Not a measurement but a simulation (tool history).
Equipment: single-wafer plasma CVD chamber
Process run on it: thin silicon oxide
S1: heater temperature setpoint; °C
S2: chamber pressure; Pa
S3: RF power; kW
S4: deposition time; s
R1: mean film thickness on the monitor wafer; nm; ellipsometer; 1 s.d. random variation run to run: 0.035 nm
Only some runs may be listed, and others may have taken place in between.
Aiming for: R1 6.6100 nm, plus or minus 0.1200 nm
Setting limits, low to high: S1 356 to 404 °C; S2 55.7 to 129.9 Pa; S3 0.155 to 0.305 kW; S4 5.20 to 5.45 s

run  hour   S1    S2     S3    S4      R1
  1   0.0  380  92.8  0.230  5.45  8.4398
  2   3.2  380  88.5  0.230  5.45  8.0509
  3   5.9  380  85.1  0.230  5.45  7.7874
  4  12.3  380  85.1  0.230  5.20  7.3929
  5  16.4  375  85.1  0.230  5.20  7.4544
  6  19.6  367  85.1  0.230  5.20  7.4475
  7  22.8  367  82.9  0.230  5.20  7.3096
  8  27.3  367  81.2  0.230  5.20  7.0335
  9  34.2  367  80.3  0.230  5.20  7.0004
 10  41.0  367  79.3  0.230  5.20  7.0134
 11  48.1  367  78.3  0.230  5.20  6.8585

Of the 5 settings listed for the next run, only one would bring every result within its allowed miss of target. Which one?
  A  55.2  377  73.1  0.265  5.30   ?
  B  55.2  356  82.3  0.205  5.45   ?
  C  55.2  368  78.3  0.240  5.20   ?
  D  55.2  378  67.6  0.260  5.45   ?
  E  55.2  357  82.0  0.235  5.20   ?

move      R1
   A  6.9663
   B  7.0443
   C  6.9808
   D  6.5449
   E  7.2768
A: misses by more than the last run did
B: misses by more than the last run did
C: misses by more than the last run did
D: in spec on every target
E: misses by more than the last run did
Correct choice: D, which meets every target
